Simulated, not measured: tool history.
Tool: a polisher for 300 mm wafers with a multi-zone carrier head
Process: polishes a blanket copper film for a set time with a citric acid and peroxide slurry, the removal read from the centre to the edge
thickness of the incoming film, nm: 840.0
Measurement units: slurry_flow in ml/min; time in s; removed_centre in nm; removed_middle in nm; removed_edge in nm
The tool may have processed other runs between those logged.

Run 1, hour 0: slurry_flow 285 ml/min, centre_zone 1, middle_zone 1, edge_zone 1, slurry_solids 1, time 62 s. Result: removed_centre 128.86 nm, removed_middle 120.02 nm, removed_edge 121.57 nm.
Run 2, hour 8.2: slurry_flow 285 ml/min, centre_zone 0.92, middle_zone 1, edge_zone 1, slurry_solids 1, time 62 s. Result: removed_centre 118.38 nm, removed_middle 121.35 nm, removed_edge 122.42 nm.
Run 3, hour 8.8: slurry_flow 285 ml/min, centre_zone 0.92, middle_zone 1, edge_zone 1, slurry_solids 1.1, time 62 s. Result: removed_centre 123.55 nm, removed_middle 124.86 nm, removed_edge 124.7 nm.
Run 4, hour 12: slurry_flow 285 ml/min, centre_zone 0.92, middle_zone 1, edge_zone 0.96, slurry_solids 1.1, time 62 s. Result: removed_centre 124.01 nm, removed_middle 124.38 nm, removed_edge 121.85 nm.
Run 5, hour 15.4: slurry_flow 285 ml/min, centre_zone 0.92, middle_zone 1, edge_zone 1.03, slurry_solids 1.1, time 62 s. Result: removed_centre 122.11 nm, removed_middle 124.28 nm, removed_edge 124.97 nm.
Run 6, hour 16.2: slurry_flow 285 ml/min, centre_zone 0.92, middle_zone 1, edge_zone 1.03, slurry_solids 1.1, time 47 s. Result: removed_centre 92.424 nm, removed_middle 96.043 nm, removed_edge 95.249 nm.
Run 7, hour 23.6: slurry_flow 285 ml/min, centre_zone 0.91, middle_zone 1, edge_zone 1.03, slurry_solids 1, time 46 s. Result: removed_centre 87.193 nm, removed_middle 89.851 nm, removed_edge 89.811 nm.
Run 8, hour 24.1: slurry_flow 280 ml/min, centre_zone 0.89, middle_zone 1, edge_zone 1.04, slurry_solids 0.95, time 45 s. Result: removed_centre 81.373 nm, removed_middle 86.491 nm, removed_edge 87.074 nm.
Run 9, hour 29.5: slurry_flow 275 ml/min, centre_zone 0.88, middle_zone 1, edge_zone 1.04, slurry_solids 0.9, time 45 s. Result: removed_centre 79.993 nm, removed_middle 87.301 nm, removed_edge 84.946 nm.
Run 10, hour 37.6: slurry_flow 275 ml/min, centre_zone 0.87, middle_zone 0.99, edge_zone 1.06, slurry_solids 0.85, time 45 s. Result: removed_centre 78.28 nm, removed_middle 82.423 nm, removed_edge 85.34 nm.
Run 11, hour 45.1: slurry_flow 270 ml/min, centre_zone 0.86, middle_zone 1, edge_zone 1.07, slurry_solids 0.8, time 44 s. Result: removed_centre 73.209 nm, removed_middle 83.122 nm, removed_edge 86.544 nm.
Run 12, hour 45.6: slurry_flow 270 ml/min, centre_zone 0.85, middle_zone 1, edge_zone 1.06, slurry_solids 0.75, time 44 s. Result: removed_centre 72.409 nm, removed_middle 80.089 nm, removed_edge 81.57 nm.
Run 13, hour 47.5: slurry_flow 265 ml/min, centre_zone 0.84, middle_zone 1, edge_zone 1.06, slurry_solids 0.7, time 44 s. Result: removed_centre 70.545 nm, removed_middle 78.127 nm, removed_edge 79.474 nm.
Run 14, hour 48.2: slurry_flow 260 ml/min, centre_zone 0.83, middle_zone 1, edge_zone 1.06, slurry_solids 0.7, time 44 s. Result: removed_centre 69.581 nm, removed_middle 79.763 nm, removed_edge 81.933 nm.
At hour 53: centre zone pressure recalibrated.
Run 15, hour 53: slurry_flow 265 ml/min, centre_zone 0.81, middle_zone 0.99, edge_zone 1.03, slurry_solids 0.5, time 41 s. Result: removed_centre 53.126 nm, removed_middle 66.526 nm, removed_edge 66.469 nm.
Run 16, hour 54.4: slurry_flow 265 ml/min, centre_zone 0.82, middle_zone 1, edge_zone 1.05, slurry_solids 0.5, time 41 s. Result: removed_centre 54.429 nm, removed_middle 67.363 nm, removed_edge 69.695 nm.
Run 17, hour 58: slurry_flow 260 ml/min, centre_zone 0.84, middle_zone 1.01, edge_zone 1.05, slurry_solids 0.5, time 41 s. Result: removed_centre 56.217 nm, removed_middle 67.825 nm, removed_edge 68.622 nm.
Run 18, hour 66.5: slurry_flow 260 ml/min, centre_zone 0.85, middle_zone 1.02, edge_zone 1.06, slurry_solids 0.5, time 41 s. Result: removed_centre 56.147 nm, removed_middle 68.859 nm, removed_edge 71.155 nm.
Run 19, hour 70.1: slurry_flow 260 ml/min, centre_zone 0.86, middle_zone 1.02, edge_zone 1.06, slurry_solids 0.55, time 41 s. Result: removed_centre 58.354 nm, removed_middle 70.365 nm, removed_edge 70.204 nm.

Run 20 has not been measured yet. What should we expect?
Run 20, hour 70.7: slurry_flow 270 ml/min, centre_zone 0.89, middle_zone 1.01, edge_zone 1.14, slurry_solids 0.65, time 43 s. Result: removed_centre ?, removed_middle ?, removed_edge ?.

Run 20 measured removed_centre 65.577 nm, removed_middle 76.303 nm, removed_edge 80.163 nm.
